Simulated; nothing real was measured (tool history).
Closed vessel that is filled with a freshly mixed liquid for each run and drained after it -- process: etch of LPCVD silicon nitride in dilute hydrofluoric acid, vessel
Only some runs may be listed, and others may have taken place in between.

run,hour,temperature setpoint of the liquid (°C),parts of water to one part of 49 % hydrofluoric acid (parts by volume),time in the liquid (s),thickness taken off the LPCVD silicon nitride on a monitor wafer (nm)
1,0.0,25.0,90,765,4.1614
2,9.0,25.0,90,560,3.0696
3,14.7,25.0,90,560,3.0718
4,21.1,27.0,85,560,3.6589
5,24.8,27.0,115,560,2.7218
6,28.9,25.5,115,560,2.4613
7,32.1,27.5,100,560,3.2176
8,34.1,29.0,90,560,3.9553

Run 9 has not been measured yet. What should we expect?
9,40.7,30.0,80,560,?

For run 9 the tool returned thickness taken off the LPCVD silicon nitride on a monitor wafer (nm) 4.7192.
